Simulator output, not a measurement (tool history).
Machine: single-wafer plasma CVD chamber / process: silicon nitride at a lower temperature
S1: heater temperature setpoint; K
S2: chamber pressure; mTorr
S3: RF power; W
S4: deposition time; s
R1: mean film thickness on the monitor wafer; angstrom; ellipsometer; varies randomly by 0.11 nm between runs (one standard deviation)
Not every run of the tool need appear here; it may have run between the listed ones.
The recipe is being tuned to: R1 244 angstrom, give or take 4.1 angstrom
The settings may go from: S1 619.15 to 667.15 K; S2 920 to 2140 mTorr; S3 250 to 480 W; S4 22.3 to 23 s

Run 1, day 0: S1 643.15 K, S2 1530 mTorr, S3 365 W, S4 22.3 s. Result: R1 280.72 angstrom.
Run 2, day 0.229: S1 647.15 K, S2 1530 mTorr, S3 365 W, S4 22.3 s. Result: R1 279.55 angstrom.
Run 3, day 0.483: S1 647.15 K, S2 1530 mTorr, S3 385 W, S4 22.3 s. Result: R1 288.01 angstrom.
Run 4, day 0.754: S1 647.15 K, S2 1370 mTorr, S3 375 W, S4 22.3 s. Result: R1 275.49 angstrom.
At day 0.996: capacitance manometer re-zeroed and calibrated.
Run 5, day 0.996: S1 647.15 K, S2 1250 mTorr, S3 365 W, S4 22.3 s. Result: R1 258.67 angstrom.
Run 6, day 1.371: S1 647.15 K, S2 1190 mTorr, S3 365 W, S4 22.3 s. Result: R1 253.77 angstrom.
Run 7, day 1.662: S1 647.15 K, S2 1150 mTorr, S3 365 W, S4 22.3 s. Result: R1 253.96 angstrom.
Run 8, day 1.921: S1 647.15 K, S2 950 mTorr, S3 355 W, S4 22.3 s. Result: R1 235.93 angstrom.
Run 9, day 2.062: S1 647.15 K, S2 980 mTorr, S3 355 W, S4 22.3 s. Result: R1 236.72 angstrom.
Run 10, day 2.312: S1 647.15 K, S2 1010 mTorr, S3 355 W, S4 22.3 s. Result: R1 238.14 angstrom.

Consider the 4 candidate settings below. Which is the only one whose results all fall within their allowed miss of target?
Run A, day 2.562: S1 643.15 K, S2 970 mTorr, S3 305 W, S4 23 s. Result: R1 ?.
Run B, day 2.562: S1 654.15 K, S2 920 mTorr, S3 330 W, S4 22.9 s. Result: R1 ?.
Run C, day 2.562: S1 642.15 K, S2 970 mTorr, S3 330 W, S4 23 s. Result: R1 ?.
Run D, day 2.562: S1 642.15 K, S2 1050 mTorr, S3 350 W, S4 22.5 s. Result: R1 ?.

move      R1
   A  223.45
   B  227.02
   C  233.22
   D   241.2
A: its largest miss is bigger than the last run's
B: its largest miss is bigger than the last run's
C: its largest miss is bigger than the last run's
D: hits every target within its allowed miss
Go with D: it meets all targets.
